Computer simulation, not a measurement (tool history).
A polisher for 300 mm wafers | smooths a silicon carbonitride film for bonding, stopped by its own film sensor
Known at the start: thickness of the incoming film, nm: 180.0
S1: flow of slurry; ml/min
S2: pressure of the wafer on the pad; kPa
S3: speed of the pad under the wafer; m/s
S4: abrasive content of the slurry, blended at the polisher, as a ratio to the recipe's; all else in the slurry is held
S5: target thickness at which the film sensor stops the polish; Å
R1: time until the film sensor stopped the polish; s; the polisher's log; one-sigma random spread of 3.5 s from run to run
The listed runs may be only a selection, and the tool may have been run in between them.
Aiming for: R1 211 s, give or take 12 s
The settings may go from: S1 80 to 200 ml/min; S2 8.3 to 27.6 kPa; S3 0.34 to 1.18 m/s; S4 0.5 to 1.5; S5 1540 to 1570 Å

run,day,S1,S2,S3,S4,S5,R1
1,0,130,17.9,0.76,1,1540,114.39
2,0.338,130,17.9,0.76,1,1540,111.88
3,0.442,130,15.2,0.74,1,1540,131.55
4,0.788,130,15.2,0.82,1,1540,126.62
5,0.9,130,13.1,0.78,1,1540,154.43
6,1.121,130,11.7,0.78,1,1540,164.15
7,1.229,125,8.3,0.7,1,1540,254.1
8,1.292,130,9,0.7,1,1540,235.8

Exactly one of the 4 candidate moves below puts every result within its allowed miss. Which one?
A,1.354,120,8.3,0.68,0.95,1560,?
B,1.354,170,9.7,0.82,0.65,1570,?
C,1.354,145,10.3,0.7,1.05,1550,?
D,1.354,115,11.7,0.64,0.95,1560,?

move,R1
A,247.43
B,212.15
C,185.59
D,188.73
A: the biggest miss grows against the last run
B: all results land within tolerance of their targets
C: takes the result that was furthest off past its target
D: takes the result that was furthest off past its target
Move B is the one to make.
